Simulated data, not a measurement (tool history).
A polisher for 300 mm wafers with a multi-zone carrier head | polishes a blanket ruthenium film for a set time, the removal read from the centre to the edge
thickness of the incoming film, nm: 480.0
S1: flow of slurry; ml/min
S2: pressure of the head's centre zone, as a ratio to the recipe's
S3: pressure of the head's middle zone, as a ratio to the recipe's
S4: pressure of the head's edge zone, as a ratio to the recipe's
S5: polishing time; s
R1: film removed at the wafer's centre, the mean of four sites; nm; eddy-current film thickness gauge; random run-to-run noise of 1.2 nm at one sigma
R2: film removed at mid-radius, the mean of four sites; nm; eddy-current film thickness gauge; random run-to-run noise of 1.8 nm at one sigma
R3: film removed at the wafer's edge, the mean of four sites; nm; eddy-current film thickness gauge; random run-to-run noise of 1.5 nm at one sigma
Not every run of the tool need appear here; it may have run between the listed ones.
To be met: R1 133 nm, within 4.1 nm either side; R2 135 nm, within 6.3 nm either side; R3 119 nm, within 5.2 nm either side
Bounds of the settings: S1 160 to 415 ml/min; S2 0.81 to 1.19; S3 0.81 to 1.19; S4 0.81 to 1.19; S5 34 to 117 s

Run 1, hour 0: S1 265 ml/min, S2 1, S3 1, S4 1, S5 75 s. Result: R1 89.89 nm, R2 91.11 nm, R3 93.151 nm.
Run 2, hour 6.5: S1 325 ml/min, S2 1, S3 1, S4 1, S5 75 s. Result: R1 92.607 nm, R2 92.72 nm, R3 92.977 nm.
Run 3, hour 15: S1 325 ml/min, S2 1, S3 1.08, S4 1, S5 75 s. Result: R1 93.093 nm, R2 99.104 nm, R3 94.482 nm.
Run 4, hour 20.6: S1 325 ml/min, S2 1, S3 1.08, S4 1, S5 92 s. Result: R1 114.64 nm, R2 121.39 nm, R3 115.85 nm.
Run 5, hour 22.5: S1 335 ml/min, S2 1.03, S3 1.11, S4 0.99, S5 93 s. Result: R1 117.44 nm, R2 129.68 nm, R3 115.24 nm.
Run 6, hour 23.1: S1 335 ml/min, S2 0.98, S3 1.11, S4 0.99, S5 93 s. Result: R1 115.1 nm, R2 125.53 nm, R3 116.33 nm.
Run 7, hour 31.9: S1 345 ml/min, S2 1.02, S3 1.09, S4 0.98, S5 94 s. Result: R1 120.16 nm, R2 125.43 nm, R3 115.84 nm.
Run 8, hour 38.6: S1 350 ml/min, S2 1.05, S3 1.1, S4 0.99, S5 95 s. Result: R1 123.27 nm, R2 128.98 nm, R3 118.75 nm.
Run 9, hour 42.1: S1 355 ml/min, S2 1.07, S3 1.11, S4 0.98, S5 96 s. Result: R1 128.09 nm, R2 133.14 nm, R3 120.42 nm.

Next run, 4 choices. One meets every target within its allowed miss, the rest don't. Which?
Run A, hour 45.6: S1 355 ml/min, S2 1.09, S3 0.92, S4 1.03, S5 104 s. Result: R1 ?, R2 ?, R3 ?.
Run B, hour 45.6: S1 230 ml/min, S2 1.14, S3 1.13, S4 0.96, S5 100 s. Result: R1 ?, R2 ?, R3 ?.
Run C, hour 45.6: S1 415 ml/min, S2 1.02, S3 1.12, S4 0.87, S5 97 s. Result: R1 ?, R2 ?, R3 ?.
Run D, hour 45.6: S1 295 ml/min, S2 1, S3 1.16, S4 0.93, S5 108 s. Result: R1 ?, R2 ?, R3 ?.

move      R1      R2      R3
   A  141.53  121.49  135.99
   B  134.88  131.66  121.55
   C   125.7  134.76  117.97
   D   132.9  149.95  132.29
A: pushes the last run's worst result past its target
B: each result inside its tolerance
C: lands further from the targets than the last run did
D: the worst result of the last run now meets its target, but another is out of spec
Answer: B
